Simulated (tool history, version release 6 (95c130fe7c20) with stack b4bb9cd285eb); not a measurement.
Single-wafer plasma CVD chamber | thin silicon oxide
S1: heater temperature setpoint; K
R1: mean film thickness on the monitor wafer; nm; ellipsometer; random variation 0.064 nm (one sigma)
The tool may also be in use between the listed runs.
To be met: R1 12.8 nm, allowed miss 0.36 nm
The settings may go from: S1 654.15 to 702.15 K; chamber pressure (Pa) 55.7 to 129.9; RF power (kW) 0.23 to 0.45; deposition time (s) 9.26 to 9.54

{"run": 1, "hour": 0.0, "S1": 678.15, "chamber pressure (Pa)": 92.8, "RF power (kW)": 0.34, "deposition time (s)": 9.26, "R1": 14.971}
{"run": 2, "hour": 1.2, "S1": 678.15, "chamber pressure (Pa)": 91.2, "RF power (kW)": 0.34, "deposition time (s)": 9.26, "R1": 14.707}
{"run": 3, "hour": 9.8, "S1": 678.15, "chamber pressure (Pa)": 91.2, "RF power (kW)": 0.3, "deposition time (s)": 9.26, "R1": 14.134}
{"run": 4, "hour": 11.5, "S1": 678.15, "chamber pressure (Pa)": 91.2, "RF power (kW)": 0.3, "deposition time (s)": 9.54, "R1": 14.629}
{"run": 5, "hour": 15.5, "S1": 678.15, "chamber pressure (Pa)": 100.7, "RF power (kW)": 0.3, "deposition time (s)": 9.54, "R1": 15.941}
{"run": 6, "hour": 18.0, "S1": 678.15, "chamber pressure (Pa)": 98, "RF power (kW)": 0.3, "deposition time (s)": 9.54, "R1": 15.485}
{"run": 7, "hour": 20.4, "S1": 678.15, "chamber pressure (Pa)": 95.6, "RF power (kW)": 0.3, "deposition time (s)": 9.54, "R1": 15.271}
{"run": 8, "hour": 26.6, "S1": 678.15, "chamber pressure (Pa)": 93.5, "RF power (kW)": 0.3, "deposition time (s)": 9.54, "R1": 14.854}
{"run": 9, "hour": 31.9, "S1": 678.15, "chamber pressure (Pa)": 91.7, "RF power (kW)": 0.3, "deposition time (s)": 9.54, "R1": 14.557}
{"run": 10, "hour": 36.6, "S1": 678.15, "chamber pressure (Pa)": 90.3, "RF power (kW)": 0.3, "deposition time (s)": 9.54, "R1": 14.557}
{"run": 11, "hour": 43.1, "S1": 678.15, "chamber pressure (Pa)": 76.4, "RF power (kW)": 0.295, "deposition time (s)": 9.52, "R1": 12.146}
{"run": 12, "hour": 50.8, "S1": 678.15, "chamber pressure (Pa)": 76.9, "RF power (kW)": 0.295, "deposition time (s)": 9.52, "R1": 12.211}
{"run": 13, "hour": 53.7, "S1": 678.15, "chamber pressure (Pa)": 77.5, "RF power (kW)": 0.295, "deposition time (s)": 9.52, "R1": 12.378}
{"run": 14, "hour": 62.4, "S1": 678.15, "chamber pressure (Pa)": 77.9, "RF power (kW)": 0.295, "deposition time (s)": 9.52, "R1": 12.42}
{"run": 15, "hour": 68.9, "S1": 678.15, "chamber pressure (Pa)": 78.1, "RF power (kW)": 0.295, "deposition time (s)": 9.52, "R1": 12.378}

Which of these 4 next moves meets every target?
{"run": "A", "hour": 75.4, "S1": 678.15, "chamber pressure (Pa)": 78.5, "RF power (kW)": 0.295, "deposition time (s)": 9.26, "R1": "?"}
{"run": "B", "hour": 75.4, "S1": 688.15, "chamber pressure (Pa)": 71.2, "RF power (kW)": 0.34, "deposition time (s)": 9.54, "R1": "?"}
{"run": "C", "hour": 75.4, "S1": 687.15, "chamber pressure (Pa)": 83.5, "RF power (kW)": 0.265, "deposition time (s)": 9.54, "R1": "?"}
{"run": "D", "hour": 75.4, "S1": 679.15, "chamber pressure (Pa)": 91.7, "RF power (kW)": 0.245, "deposition time (s)": 9.54, "R1": "?"}

move=A R1=12.144
move=B R1=11.868
move=C R1=12.698
move=D R1=13.578
A: further off than the last run
B: further off than the last run
C: meets every target
D: takes the result that was furthest off past its target
Answer: C
